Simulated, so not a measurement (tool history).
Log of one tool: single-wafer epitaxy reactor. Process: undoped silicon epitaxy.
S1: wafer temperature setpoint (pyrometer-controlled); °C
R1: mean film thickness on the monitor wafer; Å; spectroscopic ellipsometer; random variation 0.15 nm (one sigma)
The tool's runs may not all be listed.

run 1 hour=0.0 | S1=655 deposition_time_(s)=423 | R1=787.47
run 2 hour=1.1 | S1=665 deposition_time_(s)=423 | R1=1007.80
run 3 hour=3.9 | S1=665 deposition_time_(s)=478 | R1=1136.40
run 4 hour=4.6 | S1=665 deposition_time_(s)=442 | R1=1050.80
run 5 hour=8.1 | S1=656 deposition_time_(s)=442 | R1=839.86
run 6 hour=14.1 | S1=652 deposition_time_(s)=441 | R1=763.68

Run 7 comes next. What will it give?
run 7 hour=21.0 | S1=640 deposition_time_(s)=423 | R1=?

Run 7 gave R1 540.24 Å.

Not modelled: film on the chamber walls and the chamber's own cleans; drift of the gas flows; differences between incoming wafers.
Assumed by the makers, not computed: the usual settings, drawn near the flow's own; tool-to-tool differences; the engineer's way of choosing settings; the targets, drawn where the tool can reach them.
